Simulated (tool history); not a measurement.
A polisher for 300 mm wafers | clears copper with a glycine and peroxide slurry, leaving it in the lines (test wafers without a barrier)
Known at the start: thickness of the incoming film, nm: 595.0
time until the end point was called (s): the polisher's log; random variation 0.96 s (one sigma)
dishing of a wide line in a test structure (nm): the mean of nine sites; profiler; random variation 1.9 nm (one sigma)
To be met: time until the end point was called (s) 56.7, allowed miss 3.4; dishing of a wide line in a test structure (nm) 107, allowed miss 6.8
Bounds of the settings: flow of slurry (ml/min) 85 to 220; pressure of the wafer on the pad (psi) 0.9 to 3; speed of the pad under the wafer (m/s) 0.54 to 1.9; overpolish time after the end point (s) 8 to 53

run,hour,flow of slurry (ml/min),pressure of the wafer on the pad (psi),speed of the pad under the wafer (m/s),overpolish time after the end point (s),time until the end point was called (s),dishing of a wide line in a test structure (nm)
1,0,140,1.9,1.22,27,97.315,74.488
2,8.8,140,1.9,1.38,27,84.264,76.64
3,16.1,140,1.9,1.38,16,86.342,55.62
4,23.3,140,1.9,1.38,24,83.906,71.702
5,26.9,140,2.2,1.38,25,76.8,79.571
6,32.8,140,2.4,1.4,26,72.446,88.622
7,37.4,140,2.6,1.42,26,66.997,89.912
8,41.9,140,2.7,1.44,27,62.223,95.981
9,47.5,140,2.8,1.44,27,61.832,97.168
10,53.5,140,2.9,1.44,27,57.739,98.717

4 next moves are on the table. One of them brings every result within its allowed miss. Which?
A,59.5,145,3,1.68,27,?,?
B,59.5,155,2.9,1.5,30,?,?
C,59.5,115,3,1.72,30,?,?
D,59.5,135,3,1.72,38,?,?

move,time until the end point was called (s),dishing of a wide line in a test structure (nm)
A,49.636,103.18
B,56.04,102.86
C,50.335,106.67
D,49.108,115.58
A: brings the result that was furthest off to its target, and leaves another outside
B: meets every target
C: brings the result that was furthest off to its target, and leaves another outside
D: takes the result that was furthest off past its target
Move B is the one to make.
